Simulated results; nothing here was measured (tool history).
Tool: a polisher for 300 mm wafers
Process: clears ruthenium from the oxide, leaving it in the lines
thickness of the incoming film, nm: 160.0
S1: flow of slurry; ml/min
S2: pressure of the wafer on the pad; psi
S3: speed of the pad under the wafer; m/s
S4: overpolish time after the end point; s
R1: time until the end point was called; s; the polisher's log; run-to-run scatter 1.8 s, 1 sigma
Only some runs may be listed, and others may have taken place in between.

run	day	S1	S2	S3	S4	R1
1	0	140	2.2	0.84	7	168.44
2	0.271	140	2.2	0.68	7	202.3
3	0.346	140	1.8	0.68	7	239.6
4	0.717	140	1.8	0.68	7	243.28
5	0.875	140	1.8	0.54	7	309.27
6	1.104	150	1.8	0.54	7	302.32
7	1.45	150	2	0.58	7	255.09
8	1.6	150	2.2	0.6	7	234.49
9	1.929	150	2.4	0.64	7	191.51
10	2.042	150	2.5	0.64	7	189.17

Forecast run 11:
11	2.2	150	2.6	0.66	7	?

Logged for run 11: R1 176.78 s.
